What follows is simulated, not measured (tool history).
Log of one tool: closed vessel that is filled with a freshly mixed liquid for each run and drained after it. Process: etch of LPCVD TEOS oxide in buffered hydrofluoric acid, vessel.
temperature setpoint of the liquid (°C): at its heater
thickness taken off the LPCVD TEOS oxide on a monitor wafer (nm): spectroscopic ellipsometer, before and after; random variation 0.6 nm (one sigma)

run  hour  temperature setpoint of the liquid (°C)  parts of 40 % ammonium fluoride to one part of 49 % hydrofluoric acid (parts by volume)  time in the liquid (s)  thickness taken off the LPCVD TEOS oxide on a monitor wafer (nm)
  1   0.0                                     24.0                                                                                     14.5                     105                                                           107.610
  2   0.8                                     22.0                                                                                     15.0                     105                                                            93.671
  3   4.6                                     20.5                                                                                     15.5                     105                                                            82.977
  4   6.3                                     19.5                                                                                     15.5                     105                                                            77.762
  5  14.5                                     19.0                                                                                     15.5                     105                                                            75.306
  6  17.7                                     18.5                                                                                     15.5                     105                                                            73.890
  7  25.2                                     18.0                                                                                     15.5                     105                                                            72.099

Run 8 comes next. What will it give?
  8  27.4                                     17.5                                                                                     15.5                     105                                                                 ?

thickness taken off the LPCVD TEOS oxide on a monitor wafer (nm): 69.485
